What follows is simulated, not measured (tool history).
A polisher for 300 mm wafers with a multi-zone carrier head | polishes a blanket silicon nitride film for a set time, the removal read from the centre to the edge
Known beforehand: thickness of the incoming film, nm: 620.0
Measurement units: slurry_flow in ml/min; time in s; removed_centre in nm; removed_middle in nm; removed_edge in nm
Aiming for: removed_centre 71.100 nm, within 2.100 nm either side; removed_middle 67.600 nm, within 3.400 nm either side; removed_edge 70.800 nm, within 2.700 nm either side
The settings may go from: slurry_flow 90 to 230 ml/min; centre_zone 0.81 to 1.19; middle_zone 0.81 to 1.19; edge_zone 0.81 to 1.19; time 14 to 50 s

run,day,slurry_flow,centre_zone,middle_zone,edge_zone,time,removed_centre,removed_middle,removed_edge
1,0.000,150,1.00,1.00,1.00,32,53.472,58.190,56.217
2,0.138,160,1.00,1.00,1.00,32,55.574,58.972,55.983
3,0.488,185,1.00,1.00,1.00,32,56.201,60.325,57.386
4,0.600,185,0.92,1.00,1.00,32,51.949,59.076,58.261
5,0.629,185,0.99,1.00,1.00,32,55.632,61.137,58.890
6,0.746,185,0.99,1.00,1.00,36,62.789,67.348,65.967
7,0.996,185,1.00,0.99,1.01,36,63.788,65.499,65.787
# day 1.196: centre zone pressure recalibrated
8,1.196,185,1.00,0.99,1.02,36,66.768,66.863,67.394
9,1.346,200,1.00,0.98,1.03,36,67.372,66.480,67.923
10,1.629,210,1.00,0.98,1.05,36,68.221,66.692,66.183

4 candidate next runs follow, results not yet known. Just one meets every target within its allowed miss. Identify it.
A,1.912,230,1.02,1.01,1.13,34,?,?,?
B,1.912,185,0.93,0.93,1.00,39,?,?,?
C,1.912,205,0.87,1.05,1.03,40,?,?,?
D,1.912,210,0.93,0.88,0.92,40,?,?,?

move,removed_centre,removed_middle,removed_edge
A,67.634,65.585,68.064
B,68.180,68.035,71.825
C,66.612,78.560,75.500
D,71.439,67.968,71.892
A: roughly where the last run was
B: brings the last run's worst result on target, with another outside its allowed miss
C: the result that was furthest off in the last run now lies on the other side of its target
D: each result inside its tolerance
Correct choice: D, which meets every target
